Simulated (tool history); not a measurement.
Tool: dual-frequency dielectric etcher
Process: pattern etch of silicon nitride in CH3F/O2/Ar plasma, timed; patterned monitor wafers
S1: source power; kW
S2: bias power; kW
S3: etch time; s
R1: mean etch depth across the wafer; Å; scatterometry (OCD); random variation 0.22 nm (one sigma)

run    day     S1     S2  S3      R1
  1  0.000  0.460  0.101  59  452.94
  2  0.117  0.400  0.101  59  428.00
  3  0.379  0.350  0.101  59  406.68
  4  0.512  0.430  0.105  59  450.04
  5  0.629  0.480  0.107  59  469.78
  6  0.767  0.480  0.119  59  496.20
  7  0.846  0.510  0.120  59  507.35

Forecast run 8:
  8  1.000  0.510  0.120  59   ?

R1: 507.08 Å
